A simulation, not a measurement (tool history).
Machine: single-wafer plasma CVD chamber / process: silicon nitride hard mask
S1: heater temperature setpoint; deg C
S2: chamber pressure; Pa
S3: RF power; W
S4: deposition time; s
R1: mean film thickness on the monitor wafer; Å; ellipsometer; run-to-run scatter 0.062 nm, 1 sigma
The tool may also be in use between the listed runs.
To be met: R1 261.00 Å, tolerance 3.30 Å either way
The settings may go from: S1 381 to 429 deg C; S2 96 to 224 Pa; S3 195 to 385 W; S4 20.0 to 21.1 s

run	hour	S1	S2	S3	S4	R1
1	0.0	405	160	290	21.1	211.35
2	5.5	405	136	290	21.1	198.02
3	8.5	405	153	295	21.1	210.33
4	11.0	405	153	295	21.1	211.37
5	19.2	405	133	295	21.1	199.11
6	24.0	405	161	295	21.1	215.78
7	30.6	405	193	310	21.1	238.72
8	38.7	405	200	310	21.1	240.77
9	47.4	405	205	315	21.1	246.49
10	53.5	405	209	315	21.1	247.27
11	61.8	405	212	315	21.1	249.90
12	69.5	405	215	315	21.1	250.58
13	76.6	405	216	315	21.1	250.50
14	77.3	405	217	315	21.1	251.37
15	82.6	405	219	315	21.1	250.85
16	85.7	405	220	315	21.1	252.29
17	88.1	405	221	315	21.1	253.84
18	89.2	405	223	320	21.1	256.09

Which one of the following 5 next-run settings gets every result inside its allowed miss? There is exactly one.
A	90.3	411	220	340	20.8	?
B	90.3	398	220	325	20.7	?
C	90.3	398	221	340	20.0	?
D	90.3	416	224	365	20.3	?
E	90.3	403	217	320	20.9	?

move	R1
A	261.63
B	253.76
C	253.34
D	268.90
E	251.92
A: every result within its allowed miss
B: further off than the last run
C: further off than the last run
D: moves the result that the last run missed by most past its target, out the other side
E: further off than the last run
The right move is A.
